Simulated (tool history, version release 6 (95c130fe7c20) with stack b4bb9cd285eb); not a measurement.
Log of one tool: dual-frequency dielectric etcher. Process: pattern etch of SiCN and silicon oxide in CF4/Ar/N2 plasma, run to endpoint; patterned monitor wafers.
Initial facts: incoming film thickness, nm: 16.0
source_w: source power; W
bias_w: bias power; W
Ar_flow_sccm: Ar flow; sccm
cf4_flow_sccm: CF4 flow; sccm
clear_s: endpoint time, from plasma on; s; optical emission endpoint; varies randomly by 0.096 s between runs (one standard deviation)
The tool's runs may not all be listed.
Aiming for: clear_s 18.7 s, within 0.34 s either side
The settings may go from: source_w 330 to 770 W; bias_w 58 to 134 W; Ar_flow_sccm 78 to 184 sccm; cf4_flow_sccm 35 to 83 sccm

run	hour	source_w	bias_w	Ar_flow_sccm	cf4_flow_sccm	clear_s
1	0	550	96	131	59	15.359
2	5	640	96	131	59	13.162
3	8.3	640	110	131	59	12.179
4	12.2	640	102	131	59	12.676
5	18.5	640	102	153	59	13.01
6	25.2	740	102	153	59	11.319
7	27.8	690	101	153	59	12.11
8	36.7	690	101	153	59	12.155
9	43	650	101	153	59	12.983
10	46.6	620	101	153	59	13.456
11	53.8	590	101	153	59	14.311
12	57.5	570	101	153	59	14.621
13	62.8	550	101	153	59	15.287
14	66.5	440	100	153	59	19.301

Which one of the following 4 next-run settings gets every result inside its allowed miss? There is exactly one.
A	70.2	460	94	148	63	?
B	70.2	450	99	182	48	?
C	70.2	430	107	171	50	?
D	70.2	400	113	147	58	?

move	clear_s
A	18.681
B	19.805
C	19.648
D	19.887
A: meets every target
B: the biggest miss grows against the last run
C: the biggest miss grows against the last run
D: the biggest miss grows against the last run
Go with A: it meets all targets.

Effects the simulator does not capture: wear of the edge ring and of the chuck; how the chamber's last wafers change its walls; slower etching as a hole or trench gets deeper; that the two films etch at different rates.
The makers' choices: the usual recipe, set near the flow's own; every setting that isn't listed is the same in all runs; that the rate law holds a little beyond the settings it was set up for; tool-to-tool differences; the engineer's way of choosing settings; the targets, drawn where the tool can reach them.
